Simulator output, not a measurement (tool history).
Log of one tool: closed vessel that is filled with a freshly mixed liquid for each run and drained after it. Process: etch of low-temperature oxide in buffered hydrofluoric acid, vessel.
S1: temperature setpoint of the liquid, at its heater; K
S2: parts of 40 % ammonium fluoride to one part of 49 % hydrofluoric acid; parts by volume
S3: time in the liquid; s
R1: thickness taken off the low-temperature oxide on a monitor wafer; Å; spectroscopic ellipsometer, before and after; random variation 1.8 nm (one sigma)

{"run": 1, "hour": 0.0, "S1": 293.15, "S2": 17, "S3": 85, "R1": 1634.1}
{"run": 2, "hour": 6.6, "S1": 294.65, "S2": 16, "S3": 85, "R1": 1889.1}
{"run": 3, "hour": 13.0, "S1": 296.15, "S2": 16, "S3": 85, "R1": 2053.9}
{"run": 4, "hour": 20.3, "S1": 297.15, "S2": 15, "S3": 85, "R1": 2324.2}
{"run": 5, "hour": 28.2, "S1": 297.15, "S2": 19.5, "S3": 85, "R1": 1806.2}
{"run": 6, "hour": 32.3, "S1": 297.65, "S2": 18, "S3": 85, "R1": 2001}
{"run": 7, "hour": 40.1, "S1": 297.65, "S2": 18, "S3": 85, "R1": 1986.4}
{"run": 8, "hour": 48.4, "S1": 298.15, "S2": 16.5, "S3": 85, "R1": 2251.8}
{"run": 9, "hour": 55.4, "S1": 298.65, "S2": 15.5, "S3": 85, "R1": 2447.1}
{"run": 10, "hour": 57.3, "S1": 299.15, "S2": 14.5, "S3": 85, "R1": 2686.1}
{"run": 11, "hour": 65.7, "S1": 299.65, "S2": 14, "S3": 85, "R1": 2854.8}
{"run": 12, "hour": 74.4, "S1": 300.15, "S2": 13.5, "S3": 85, "R1": 3043.3}
{"run": 13, "hour": 80.1, "S1": 300.15, "S2": 13, "S3": 85, "R1": 3142.9}

Run 14 comes next. What will it give?
{"run": 14, "hour": 85.9, "S1": 300.15, "S2": 12.5, "S3": 85, "R1": "?"}

Logged for run 14: R1 3262.5 Å.
